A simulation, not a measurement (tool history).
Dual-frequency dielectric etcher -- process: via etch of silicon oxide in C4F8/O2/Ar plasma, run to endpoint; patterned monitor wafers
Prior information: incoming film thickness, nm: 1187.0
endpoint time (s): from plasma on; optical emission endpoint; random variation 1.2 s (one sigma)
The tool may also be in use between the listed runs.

{"run": 1, "hour": 0.0, "source power (kW)": 2.2, "bias power (kW)": 2.445, "endpoint time (s)": 227.77}
{"run": 2, "hour": 3.4, "source power (kW)": 2.2, "bias power (kW)": 2.611, "endpoint time (s)": 223.75}
{"run": 3, "hour": 11.3, "source power (kW)": 2.2, "bias power (kW)": 2.346, "endpoint time (s)": 230.81}
{"run": 4, "hour": 18.8, "source power (kW)": 2.14, "bias power (kW)": 2.328, "endpoint time (s)": 232.08}
{"run": 5, "hour": 24.5, "source power (kW)": 2.07, "bias power (kW)": 2.302, "endpoint time (s)": 237.72}
{"run": 6, "hour": 27.8, "source power (kW)": 1.76, "bias power (kW)": 2.302, "endpoint time (s)": 254.19}
{"run": 7, "hour": 29.7, "source power (kW)": 1.77, "bias power (kW)": 2.305, "endpoint time (s)": 254.35}

What will run 8 give?
{"run": 8, "hour": 34.3, "source power (kW)": 1.77, "bias power (kW)": 2.305, "endpoint time (s)": "?"}

{"run 8": {"endpoint time (s)": 257.29}}
